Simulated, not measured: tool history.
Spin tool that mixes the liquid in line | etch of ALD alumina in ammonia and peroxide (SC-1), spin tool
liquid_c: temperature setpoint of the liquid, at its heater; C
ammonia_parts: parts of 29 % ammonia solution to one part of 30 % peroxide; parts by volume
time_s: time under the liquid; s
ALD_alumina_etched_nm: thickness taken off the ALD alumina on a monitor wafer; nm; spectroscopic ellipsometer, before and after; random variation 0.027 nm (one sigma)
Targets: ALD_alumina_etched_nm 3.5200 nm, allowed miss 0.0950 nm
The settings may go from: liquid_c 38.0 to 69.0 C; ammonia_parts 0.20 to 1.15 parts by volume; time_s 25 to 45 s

Run 1, hour 0.0: liquid_c 53.0 C, ammonia_parts 0.65 parts by volume, time_s 45 s. Result: ALD_alumina_etched_nm 2.2262 nm.
Run 2, hour 6.2: liquid_c 54.5 C, ammonia_parts 0.65 parts by volume, time_s 45 s. Result: ALD_alumina_etched_nm 2.3684 nm.
Run 3, hour 12.9: liquid_c 54.5 C, ammonia_parts 0.65 parts by volume, time_s 45 s. Result: ALD_alumina_etched_nm 2.3961 nm.
Run 4, hour 13.8: liquid_c 54.5 C, ammonia_parts 0.65 parts by volume, time_s 45 s. Result: ALD_alumina_etched_nm 2.3743 nm.
Run 5, hour 20.5: liquid_c 54.5 C, ammonia_parts 0.65 parts by volume, time_s 25 s. Result: ALD_alumina_etched_nm 1.3284 nm.
Run 6, hour 26.3: liquid_c 54.5 C, ammonia_parts 0.75 parts by volume, time_s 25 s. Result: ALD_alumina_etched_nm 1.3396 nm.
Run 7, hour 32.1: liquid_c 57.5 C, ammonia_parts 0.70 parts by volume, time_s 25 s. Result: ALD_alumina_etched_nm 1.5696 nm.
Run 8, hour 34.1: liquid_c 59.5 C, ammonia_parts 0.60 parts by volume, time_s 25 s. Result: ALD_alumina_etched_nm 1.7022 nm.
Run 9, hour 37.0: liquid_c 67.5 C, ammonia_parts 0.85 parts by volume, time_s 45 s. Result: ALD_alumina_etched_nm 4.7432 nm.
Run 10, hour 44.7: liquid_c 66.5 C, ammonia_parts 0.85 parts by volume, time_s 45 s. Result: ALD_alumina_etched_nm 4.4953 nm.
Run 11, hour 48.7: liquid_c 65.5 C, ammonia_parts 0.85 parts by volume, time_s 45 s. Result: ALD_alumina_etched_nm 4.3279 nm.
Run 12, hour 49.9: liquid_c 65.0 C, ammonia_parts 0.85 parts by volume, time_s 45 s. Result: ALD_alumina_etched_nm 4.1971 nm.
Run 13, hour 55.4: liquid_c 64.5 C, ammonia_parts 0.85 parts by volume, time_s 45 s. Result: ALD_alumina_etched_nm 4.1028 nm.
Run 14, hour 58.5: liquid_c 64.0 C, ammonia_parts 0.85 parts by volume, time_s 45 s. Result: ALD_alumina_etched_nm 4.0150 nm.
Run 15, hour 61.7: liquid_c 63.5 C, ammonia_parts 0.85 parts by volume, time_s 45 s. Result: ALD_alumina_etched_nm 3.8755 nm.

4 next moves are on the table. One of them brings every result within its allowed miss. Which?
Run A, hour 64.9: liquid_c 64.5 C, ammonia_parts 1.00 parts by volume, time_s 40 s. Result: ALD_alumina_etched_nm ?.
Run B, hour 64.9: liquid_c 63.5 C, ammonia_parts 1.15 parts by volume, time_s 40 s. Result: ALD_alumina_etched_nm ?.
Run C, hour 64.9: liquid_c 62.5 C, ammonia_parts 0.90 parts by volume, time_s 40 s. Result: ALD_alumina_etched_nm ?.
Run D, hour 64.9: liquid_c 66.0 C, ammonia_parts 0.75 parts by volume, time_s 45 s. Result: ALD_alumina_etched_nm ?.

move  ALD_alumina_etched_nm
   A                 3.6974
   B                 3.5641
   C                 3.3116
   D                 4.3603
A: nearer than the last run, and not there yet
B: meets every target
C: takes the result that was furthest off past its target
D: further off than the last run
The right move is B.
